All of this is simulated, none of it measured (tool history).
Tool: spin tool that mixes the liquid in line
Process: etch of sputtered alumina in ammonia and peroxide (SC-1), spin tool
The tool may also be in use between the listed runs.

run,hour,temperature setpoint of the liquid (K),parts of 29 % ammonia solution to one part of 30 % peroxide (parts by volume),time under the liquid (s),thickness taken off the sputtered alumina on a monitor wafer (nm)
1,0,326.15,0.55,150,9.5678
2,2.1,328.15,0.55,150,10.765
3,9.1,329.65,0.55,150,11.568
4,12.8,329.65,0.7,150,11.793
5,19,329.65,0.55,150,11.626
6,20.8,329.65,0.55,150,11.572

The next listed run, before its measurement:
7,23.4,330.65,0.55,150,?

thickness taken off the sputtered alumina on a monitor wafer (nm): 12.222
